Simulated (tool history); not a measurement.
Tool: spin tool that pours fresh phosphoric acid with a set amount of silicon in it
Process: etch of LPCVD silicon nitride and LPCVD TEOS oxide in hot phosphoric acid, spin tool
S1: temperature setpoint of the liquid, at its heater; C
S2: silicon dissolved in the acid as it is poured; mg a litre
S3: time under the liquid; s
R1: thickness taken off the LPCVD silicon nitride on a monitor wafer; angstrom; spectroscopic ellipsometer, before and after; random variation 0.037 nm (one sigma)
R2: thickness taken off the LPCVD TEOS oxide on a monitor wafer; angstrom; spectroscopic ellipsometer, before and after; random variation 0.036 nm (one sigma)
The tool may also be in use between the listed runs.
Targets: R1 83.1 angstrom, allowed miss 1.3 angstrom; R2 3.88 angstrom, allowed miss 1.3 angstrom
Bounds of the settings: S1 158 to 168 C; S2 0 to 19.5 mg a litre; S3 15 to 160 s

run  hour     S1    S2  S3      R1      R2
  1     0    163   8.5  80  66.541  2.5286
  2   7.2    165   8.5  80  71.663  3.6615
  3   9.1  165.5  10.5  80  72.064   3.121
  4  13.6  165.5     6  80  72.468  3.6174
  5  14.8    167     6  80  75.972  3.1838
  6  23.5  165.5     6  80  71.741  3.6436
  7  32.3    166   6.5  80  73.641  3.9445
  8  38.1  166.5   7.5  80  74.663  3.9056
  9  43.8  166.5   8.5  80  75.024  4.2071
 10  46.3  166.5     7  80  74.958  4.4006
 11  53.1  166.5   8.5  80  74.449   3.881
 12  58.2    167     9  85   80.59  4.4115
 13  62.1    167   8.5  85   80.02  4.3203
 14  62.9    167     8  85  80.449   3.641

Which of these 4 next moves meets every target?
  A  63.7  159.5   18  105   ?   ?
  B  63.7  161.5  7.5   95   ?   ?
  C  63.7    166    3   90   ?   ?
  D  63.7  165.5  7.5   90   ?   ?

move      R1      R2
   A  77.643  1.8117
   B  75.118  2.4397
   C  82.562  3.5116
   D  81.223   3.094
A: further off than the last run
B: further off than the last run
C: meets every target
D: nearer than the last run, and not there yet
The right move is C.
